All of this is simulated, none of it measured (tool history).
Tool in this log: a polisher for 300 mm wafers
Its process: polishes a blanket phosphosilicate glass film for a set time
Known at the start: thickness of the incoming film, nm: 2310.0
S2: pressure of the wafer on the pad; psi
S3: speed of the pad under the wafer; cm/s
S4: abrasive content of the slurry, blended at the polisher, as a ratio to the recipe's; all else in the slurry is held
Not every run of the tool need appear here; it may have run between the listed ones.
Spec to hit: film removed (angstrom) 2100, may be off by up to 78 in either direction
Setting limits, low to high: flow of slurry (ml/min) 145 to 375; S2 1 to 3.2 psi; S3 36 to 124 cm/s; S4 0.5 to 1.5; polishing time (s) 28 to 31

Run 1, day 0: flow of slurry (ml/min) 240, S2 2.1 psi, S3 80 cm/s, S4 1, polishing time (s) 31. Result: film removed (angstrom) 1301.
Run 2, day 0.175: flow of slurry (ml/min) 240, S2 2.1 psi, S3 80 cm/s, S4 1.1, polishing time (s) 31. Result: film removed (angstrom) 1354.3.
Run 3, day 0.512: flow of slurry (ml/min) 240, S2 2.3 psi, S3 80 cm/s, S4 1.1, polishing time (s) 31. Result: film removed (angstrom) 1487.9.
Run 4, day 0.562: flow of slurry (ml/min) 240, S2 2.3 psi, S3 80 cm/s, S4 1.1, polishing time (s) 28. Result: film removed (angstrom) 1334.
Run 5, day 0.646: flow of slurry (ml/min) 240, S2 2.5 psi, S3 82 cm/s, S4 1.1, polishing time (s) 28. Result: film removed (angstrom) 1475.6.
Run 6, day 0.9: flow of slurry (ml/min) 240, S2 2.6 psi, S3 84 cm/s, S4 1.1, polishing time (s) 28. Result: film removed (angstrom) 1553.3.
Run 7, day 0.942: flow of slurry (ml/min) 240, S2 2.7 psi, S3 86 cm/s, S4 1.1, polishing time (s) 28. Result: film removed (angstrom) 1636.
Run 8, day 1.067: flow of slurry (ml/min) 240, S2 2.8 psi, S3 88 cm/s, S4 1.1, polishing time (s) 28. Result: film removed (angstrom) 1765.9.
Run 9, day 1.271: flow of slurry (ml/min) 240, S2 2.9 psi, S3 88 cm/s, S4 1.1, polishing time (s) 28. Result: film removed (angstrom) 1813.8.
Run 10, day 1.496: flow of slurry (ml/min) 240, S2 3 psi, S3 88 cm/s, S4 1.1, polishing time (s) 28. Result: film removed (angstrom) 1870.2.
Run 11, day 1.762: flow of slurry (ml/min) 240, S2 3 psi, S3 88 cm/s, S4 1.1, polishing time (s) 28. Result: film removed (angstrom) 1920.3.
Run 12, day 2.104: flow of slurry (ml/min) 240, S2 3.1 psi, S3 88 cm/s, S4 1.1, polishing time (s) 28. Result: film removed (angstrom) 1920.5.

Below are 4 possible settings for the next run. Only one of them brings all results inside the allowed miss of their targets. Which is it?
Run A, day 2.446: flow of slurry (ml/min) 230, S2 3.1 psi, S3 82 cm/s, S4 1, polishing time (s) 28. Result: film removed (angstrom) ?.
Run B, day 2.446: flow of slurry (ml/min) 225, S2 2.7 psi, S3 86 cm/s, S4 1.2, polishing time (s) 29. Result: film removed (angstrom) ?.
Run C, day 2.446: flow of slurry (ml/min) 205, S2 3.1 psi, S3 124 cm/s, S4 0.55, polishing time (s) 31. Result: film removed (angstrom) ?.
Run D, day 2.446: flow of slurry (ml/min) 310, S2 3 psi, S3 92 cm/s, S4 1.1, polishing time (s) 30. Result: film removed (angstrom) ?.

move  film removed (angstrom)
   A                   1754.2
   B                   1785.2
   C                     1890
   D                   2154.5
A: misses by more than the last run did
B: misses by more than the last run did
C: misses by more than the last run did
D: all results in spec
Move D is the one to make.
